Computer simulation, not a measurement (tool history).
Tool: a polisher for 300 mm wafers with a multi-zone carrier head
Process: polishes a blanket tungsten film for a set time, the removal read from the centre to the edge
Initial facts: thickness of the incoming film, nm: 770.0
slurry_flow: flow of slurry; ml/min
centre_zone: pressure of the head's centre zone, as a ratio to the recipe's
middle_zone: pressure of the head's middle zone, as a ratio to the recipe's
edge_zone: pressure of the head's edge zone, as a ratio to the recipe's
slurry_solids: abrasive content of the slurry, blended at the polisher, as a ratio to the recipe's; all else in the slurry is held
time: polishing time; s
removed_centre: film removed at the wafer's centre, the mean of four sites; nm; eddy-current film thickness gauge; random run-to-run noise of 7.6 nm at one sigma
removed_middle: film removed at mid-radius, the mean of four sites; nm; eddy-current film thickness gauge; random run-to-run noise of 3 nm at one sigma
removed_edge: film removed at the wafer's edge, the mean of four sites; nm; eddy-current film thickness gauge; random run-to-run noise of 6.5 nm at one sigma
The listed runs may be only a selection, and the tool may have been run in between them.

run 1 hour=0 | slurry_flow=315 centre_zone=1 middle_zone=1 edge_zone=1 slurry_solids=1 time=49 | removed_centre=303.53 removed_middle=302.92 removed_edge=316.43
run 2 hour=7.8 | slurry_flow=360 centre_zone=1 middle_zone=1 edge_zone=1 slurry_solids=1 time=49 | removed_centre=303.69 removed_middle=309.87 removed_edge=311.49
run 3 hour=12.1 | slurry_flow=340 centre_zone=1.05 middle_zone=1.05 edge_zone=1.02 slurry_solids=1.15 time=53 | removed_centre=352.87 removed_middle=359.52 removed_edge=351.95
run 4 hour=21.1 | slurry_flow=340 centre_zone=1.05 middle_zone=1.05 edge_zone=0.98 slurry_solids=1.15 time=53 | removed_centre=355.78 removed_middle=355.18 removed_edge=345.69
run 5 hour=25.1 | slurry_flow=335 centre_zone=1.08 middle_zone=1.07 edge_zone=0.99 slurry_solids=1.25 time=56 | removed_centre=391.89 removed_middle=391.43 removed_edge=375.22
run 6 hour=31.6 | slurry_flow=335 centre_zone=1.11 middle_zone=1.08 edge_zone=1 slurry_solids=1.35 time=58 | removed_centre=433.84 removed_middle=416.62 removed_edge=387.43
run 7 hour=37.7 | slurry_flow=325 centre_zone=1.12 middle_zone=1.08 edge_zone=1.03 slurry_solids=1.4 time=60 | removed_centre=450.03 removed_middle=433.34 removed_edge=419.37
run 8 hour=42.7 | slurry_flow=335 centre_zone=1.14 middle_zone=1.1 edge_zone=1.05 slurry_solids=1.45 time=61 | removed_centre=467.51 removed_middle=449.15 removed_edge=434.46

What will run 9 give?
run 9 hour=50.6 | slurry_flow=340 centre_zone=1.15 middle_zone=1.12 edge_zone=1.06 slurry_solids=1.45 time=62 | removed_centre=? removed_middle=? removed_edge=?

Run 9 gave removed_centre 496.52 nm, removed_middle 468.44 nm, removed_edge 431.72 nm.
